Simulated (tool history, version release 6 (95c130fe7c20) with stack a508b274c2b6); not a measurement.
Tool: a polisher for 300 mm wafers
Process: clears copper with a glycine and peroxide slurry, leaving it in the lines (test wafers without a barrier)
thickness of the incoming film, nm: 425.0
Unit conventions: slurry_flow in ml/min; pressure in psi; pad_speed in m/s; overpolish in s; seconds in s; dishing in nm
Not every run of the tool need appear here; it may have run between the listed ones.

run 1 hour=0.0 | slurry_flow=140 pressure=2.5 pad_speed=0.80 overpolish=25 | seconds=109.130 dishing=30.214
run 2 hour=6.7 | slurry_flow=125 pressure=2.5 pad_speed=0.80 overpolish=25 | seconds=109.840 dishing=30.216
run 3 hour=14.0 | slurry_flow=120 pressure=2.7 pad_speed=0.82 overpolish=22 | seconds=102.550 dishing=30.513
run 4 hour=19.5 | slurry_flow=95 pressure=2.7 pad_speed=0.82 overpolish=22 | seconds=109.580 dishing=28.764
run 5 hour=22.0 | slurry_flow=95 pressure=2.8 pad_speed=0.88 overpolish=19 | seconds=96.946 dishing=28.255
run 6 hour=23.2 | slurry_flow=95 pressure=2.8 pad_speed=0.88 overpolish=27 | seconds=100.010 dishing=32.034
run 7 hour=28.7 | slurry_flow=95 pressure=2.8 pad_speed=0.92 overpolish=23 | seconds=94.469 dishing=30.587
run 8 hour=33.7 | slurry_flow=95 pressure=2.9 pad_speed=0.94 overpolish=20 | seconds=91.670 dishing=28.860
run 9 hour=39.4 | slurry_flow=95 pressure=2.9 pad_speed=0.98 overpolish=18 | seconds=86.985 dishing=29.136
run 10 hour=47.3 | slurry_flow=95 pressure=3.0 pad_speed=0.98 overpolish=16 | seconds=87.381 dishing=28.389
run 11 hour=54.0 | slurry_flow=95 pressure=3.0 pad_speed=1.02 overpolish=14 | seconds=81.945 dishing=27.345

Forecast run 12:
run 12 hour=62.3 | slurry_flow=95 pressure=3.0 pad_speed=1.04 overpolish=13 | seconds=? dishing=?

seconds: 80.757 s
dishing: 27.564 nm
